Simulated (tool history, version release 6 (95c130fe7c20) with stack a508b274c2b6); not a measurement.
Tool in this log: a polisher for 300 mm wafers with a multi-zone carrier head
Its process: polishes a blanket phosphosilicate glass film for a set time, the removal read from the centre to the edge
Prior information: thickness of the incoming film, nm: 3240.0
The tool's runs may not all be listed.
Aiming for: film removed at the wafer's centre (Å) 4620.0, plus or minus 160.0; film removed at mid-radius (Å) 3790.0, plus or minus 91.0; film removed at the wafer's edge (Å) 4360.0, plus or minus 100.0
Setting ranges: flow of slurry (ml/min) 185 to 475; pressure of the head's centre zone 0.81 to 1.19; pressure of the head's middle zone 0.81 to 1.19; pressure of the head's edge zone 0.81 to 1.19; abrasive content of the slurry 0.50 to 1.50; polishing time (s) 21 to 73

| run | hour | flow of slurry (ml/min) | pressure of the head's centre zone | pressure of the head's middle zone | pressure of the head's edge zone | abrasive content of the slurry | polishing time (s) | film removed at the wafer's centre (Å) | film removed at mid-radius (Å) | film removed at the wafer's edge (Å) |
|---|---|---|---|---|---|---|---|---|---|---|
| 1 | 0.0 | 305 | 1.00 | 1.00 | 1.00 | 1.00 | 47 | 2774.0 | 2906.2 | 2889.2 |
| 2 | 3.2 | 315 | 1.05 | 0.98 | 1.05 | 1.15 | 48 | 3112.3 | 3070.0 | 3138.0 |
| 3 | 10.6 | 310 | 1.08 | 0.95 | 1.08 | 1.25 | 51 | 3538.5 | 3264.7 | 3496.4 |
| 4 | 18.0 | 310 | 1.14 | 0.95 | 1.08 | 1.25 | 51 | 3737.6 | 3235.3 | 3447.9 |
| 5 | 24.3 | 310 | 1.14 | 0.99 | 1.08 | 1.25 | 51 | 3727.1 | 3386.8 | 3464.5 |
| 6 | 32.7 | 310 | 1.14 | 0.99 | 1.08 | 1.35 | 51 | 3744.4 | 3468.2 | 3599.4 |
| 7 | 39.0 | 310 | 1.14 | 0.99 | 1.08 | 1.35 | 51 | 3770.4 | 3480.0 | 3566.5 |
|  | 46.8 | centre zone pressure recalibrated |
| 8 | 46.8 | 325 | 1.15 | 0.97 | 1.11 | 1.40 | 52 | 4197.2 | 3484.0 | 3723.1 |
| 9 | 51.6 | 280 | 1.07 | 0.94 | 1.19 | 1.50 | 58 | 4412.5 | 3848.4 | 4373.3 |

5 next moves are on the table. One of them brings every result within its allowed miss. Which?
| A | 56.4 | 260 | 1.04 | 0.91 | 1.19 | 1.45 | 59 | ? | ? | ? |
| B | 56.4 | 195 | 1.04 | 0.91 | 1.08 | 1.45 | 62 | ? | ? | ? |
| C | 56.4 | 250 | 1.00 | 0.89 | 1.19 | 1.50 | 59 | ? | ? | ? |
| D | 56.4 | 255 | 1.01 | 0.91 | 1.19 | 1.45 | 61 | ? | ? | ? |
| E | 56.4 | 265 | 1.12 | 0.93 | 1.19 | 1.15 | 63 | ? | ? | ? |

| move | film removed at the wafer's centre (Å) | film removed at mid-radius (Å) | film removed at the wafer's edge (Å) |
|---|---|---|---|
| A | 4279.4 | 3705.0 | 4350.1 |
| B | 4282.9 | 3726.9 | 4229.1 |
| C | 4143.2 | 3657.5 | 4380.1 |
| D | 4292.1 | 3821.6 | 4489.1 |
| E | 4564.7 | 3748.8 | 4320.5 |
A: moves away from the targets compared with the last run
B: moves away from the targets compared with the last run
C: moves away from the targets compared with the last run
D: moves away from the targets compared with the last run
E: in spec on every target
So the answer is move E, the one that meets all the targets.
